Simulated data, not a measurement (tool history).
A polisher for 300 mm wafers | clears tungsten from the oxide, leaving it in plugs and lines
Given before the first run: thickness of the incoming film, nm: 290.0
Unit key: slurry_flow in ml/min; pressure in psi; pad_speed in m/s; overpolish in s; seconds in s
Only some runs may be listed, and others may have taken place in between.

run 1 hour=0.0 | slurry_flow=160 pressure=4.7 pad_speed=1.22 slurry_solids=1.0 overpolish=9 | seconds=42.440
run 2 hour=2.9 | slurry_flow=160 pressure=4.3 pad_speed=1.20 slurry_solids=1.0 overpolish=9 | seconds=48.699
run 3 hour=10.8 | slurry_flow=160 pressure=4.3 pad_speed=1.32 slurry_solids=1.0 overpolish=9 | seconds=44.818
run 4 hour=18.9 | slurry_flow=160 pressure=4.0 pad_speed=1.30 slurry_solids=1.0 overpolish=9 | seconds=47.756
run 5 hour=24.2 | slurry_flow=125 pressure=4.0 pad_speed=1.30 slurry_solids=1.0 overpolish=9 | seconds=48.737
run 6 hour=30.6 | slurry_flow=110 pressure=4.0 pad_speed=1.30 slurry_solids=1.0 overpolish=9 | seconds=49.199

What does the tool deliver on the next run?
-- hour=39.6 worn pad replaced by a new one
run 7 hour=39.6 | slurry_flow=110 pressure=3.7 pad_speed=1.28 slurry_solids=1.0 overpolish=9 | seconds=?

{"run 7": {"seconds": 50.48}}
